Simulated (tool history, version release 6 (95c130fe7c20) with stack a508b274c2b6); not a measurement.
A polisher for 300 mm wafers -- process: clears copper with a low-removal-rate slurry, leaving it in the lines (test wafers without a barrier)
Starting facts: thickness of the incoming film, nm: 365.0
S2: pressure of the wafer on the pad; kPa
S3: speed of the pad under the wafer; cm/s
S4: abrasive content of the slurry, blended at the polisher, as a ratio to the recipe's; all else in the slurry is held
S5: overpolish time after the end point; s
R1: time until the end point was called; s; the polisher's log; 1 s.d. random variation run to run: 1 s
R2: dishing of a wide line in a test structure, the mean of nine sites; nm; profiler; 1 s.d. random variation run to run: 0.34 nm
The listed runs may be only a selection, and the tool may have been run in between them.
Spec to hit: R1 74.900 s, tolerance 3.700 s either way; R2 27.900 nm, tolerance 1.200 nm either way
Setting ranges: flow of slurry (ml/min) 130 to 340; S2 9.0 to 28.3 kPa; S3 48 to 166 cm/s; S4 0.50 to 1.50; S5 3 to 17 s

{"run": 1, "hour": 0.0, "flow of slurry (ml/min)": 220, "S2": 18.6, "S3": 106, "S4": 1.0, "S5": 9, "R1": 111.37, "R2": 21.354}
{"run": 2, "hour": 0.9, "flow of slurry (ml/min)": 220, "S2": 18.6, "S3": 106, "S4": 1.0, "S5": 11, "R1": 111.84, "R2": 25.716}
{"run": 3, "hour": 8.0, "flow of slurry (ml/min)": 220, "S2": 18.6, "S3": 124, "S4": 1.0, "S5": 11, "R1": 100.27, "R2": 29.303}
{"run": 4, "hour": 10.7, "flow of slurry (ml/min)": 220, "S2": 18.6, "S3": 124, "S4": 1.0, "S5": 13, "R1": 96.699, "R2": 34.187}
{"run": 5, "hour": 14.0, "flow of slurry (ml/min)": 220, "S2": 18.6, "S3": 124, "S4": 0.8, "S5": 13, "R1": 102.28, "R2": 32.015}
{"run": 6, "hour": 18.7, "flow of slurry (ml/min)": 190, "S2": 18.6, "S3": 124, "S4": 0.8, "S5": 13, "R1": 102.0, "R2": 32.076}
{"run": 7, "hour": 21.2, "flow of slurry (ml/min)": 190, "S2": 20.7, "S3": 124, "S4": 0.75, "S5": 11, "R1": 96.473, "R2": 30.208}
{"run": 8, "hour": 28.0, "flow of slurry (ml/min)": 190, "S2": 22.8, "S3": 128, "S4": 0.7, "S5": 9, "R1": 84.648, "R2": 27.508}
{"run": 9, "hour": 28.7, "flow of slurry (ml/min)": 195, "S2": 23.4, "S3": 128, "S4": 0.7, "S5": 9, "R1": 79.829, "R2": 27.974}
{"run": 10, "hour": 36.8, "flow of slurry (ml/min)": 200, "S2": 23.4, "S3": 128, "S4": 0.7, "S5": 9, "R1": 81.602, "R2": 29.249}
{"run": 11, "hour": 43.9, "flow of slurry (ml/min)": 200, "S2": 24.1, "S3": 128, "S4": 0.7, "S5": 8, "R1": 80.562, "R2": 26.576}

Pick the move, out of 5, that brings all results within their allowed miss; only one does.
{"run": "A", "hour": 51.0, "flow of slurry (ml/min)": 210, "S2": 22.8, "S3": 146, "S4": 0.65, "S5": 8, "R1": "?", "R2": "?"}
{"run": "B", "hour": 51.0, "flow of slurry (ml/min)": 240, "S2": 22.1, "S3": 128, "S4": 0.7, "S5": 9, "R1": "?", "R2": "?"}
{"run": "C", "hour": 51.0, "flow of slurry (ml/min)": 140, "S2": 24.1, "S3": 120, "S4": 0.7, "S5": 9, "R1": "?", "R2": "?"}
{"run": "D", "hour": 51.0, "flow of slurry (ml/min)": 205, "S2": 22.8, "S3": 128, "S4": 0.7, "S5": 8, "R1": "?", "R2": "?"}
{"run": "E", "hour": 51.0, "flow of slurry (ml/min)": 205, "S2": 22.1, "S3": 128, "S4": 0.65, "S5": 9, "R1": "?", "R2": "?"}

move=A R1=74.418 R2=28.017
move=B R1=83.954 R2=27.921
move=C R1=87.989 R2=26.845
move=D R1=83.025 R2=25.397
move=E R1=86.404 R2=27.213
A: all results land within tolerance of their targets
B: moves away from the targets compared with the last run
C: moves away from the targets compared with the last run
D: moves away from the targets compared with the last run
E: moves away from the targets compared with the last run
A is the move that brings every result within its allowed miss.
